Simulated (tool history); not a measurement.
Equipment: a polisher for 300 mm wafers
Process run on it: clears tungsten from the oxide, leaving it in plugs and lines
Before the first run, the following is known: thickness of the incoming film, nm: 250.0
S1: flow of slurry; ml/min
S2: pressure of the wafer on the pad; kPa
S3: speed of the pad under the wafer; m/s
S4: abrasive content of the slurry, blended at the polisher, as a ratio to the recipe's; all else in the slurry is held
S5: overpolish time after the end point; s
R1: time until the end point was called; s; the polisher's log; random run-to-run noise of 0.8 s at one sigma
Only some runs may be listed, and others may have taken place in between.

run 1 hour=0.0 | S1=190 S2=16.5 S3=1.20 S4=1.0 S5=8 | R1=72.836
run 2 hour=7.4 | S1=190 S2=14.5 S3=1.20 S4=1.0 S5=8 | R1=79.299
run 3 hour=15.8 | S1=190 S2=14.5 S3=1.38 S4=1.0 S5=8 | R1=70.022
run 4 hour=23.1 | S1=190 S2=15.2 S3=1.38 S4=1.0 S5=8 | R1=67.777
run 5 hour=28.7 | S1=190 S2=15.2 S3=1.38 S4=0.8 S5=8 | R1=72.379
run 6 hour=36.3 | S1=155 S2=15.2 S3=1.38 S4=0.8 S5=8 | R1=75.760
run 7 hour=38.0 | S1=160 S2=15.9 S3=1.38 S4=0.8 S5=8 | R1=72.170

Run 8, settings as shown, results not yet in. Your forecast:
run 8 hour=42.7 | S1=165 S2=16.5 S3=1.38 S4=0.8 S5=8 | R1=?

{"run 8": {"R1": 69.545}}
